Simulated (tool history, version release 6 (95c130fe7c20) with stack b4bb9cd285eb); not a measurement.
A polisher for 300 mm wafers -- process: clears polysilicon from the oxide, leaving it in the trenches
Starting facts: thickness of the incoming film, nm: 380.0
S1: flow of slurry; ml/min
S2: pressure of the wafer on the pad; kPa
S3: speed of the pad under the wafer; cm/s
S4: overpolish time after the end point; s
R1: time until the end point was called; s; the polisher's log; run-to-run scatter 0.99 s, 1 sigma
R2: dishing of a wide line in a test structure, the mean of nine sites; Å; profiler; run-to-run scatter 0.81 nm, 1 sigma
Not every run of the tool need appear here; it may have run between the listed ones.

run	hour	S1	S2	S3	S4	R1	R2
1	0	235	16.5	88	24	34.437	542.48
2	3.6	235	18.6	88	24	30.97	560.02
3	7.9	235	18.6	88	17	29.65	517.71
4	10.3	235	22.8	88	17	25.678	545.54
5	18.9	235	20	84	15	30.252	524.71
6	24.9	235	20	102	15	24.441	527.47
7	30.8	235	17.2	96	13	30.829	492.77
8	38.8	300	13.1	90	7	40.704	393.53
9	42.6	310	12.4	90	7	40.99	385.6
10	48.8	310	12.4	90	7	43.012	371.89
11	54.7	315	11.7	90	7	45.943	363.85
12	56.3	315	11	90	7	48.044	363.9
13	60.7	320	10.3	90	7	50.538	358.33
14	69.7	325	10.3	90	7	50.537	356
15	71.3	330	10.3	90	7	50.389	351.34
16	73.8	335	10.3	90	7	49.962	347.49
17	80.5	365	8.3	88	7	63.826	306.55
18	88.1	365	8.3	88	7	62.332	306.87
19	96.9	360	8.3	88	7	63.647	308.3

Predict the results of run 20:
20	103.3	355	8.3	88	7	?	?

Run 20 came out at R1 63.87 s, R2 302.99 Å.
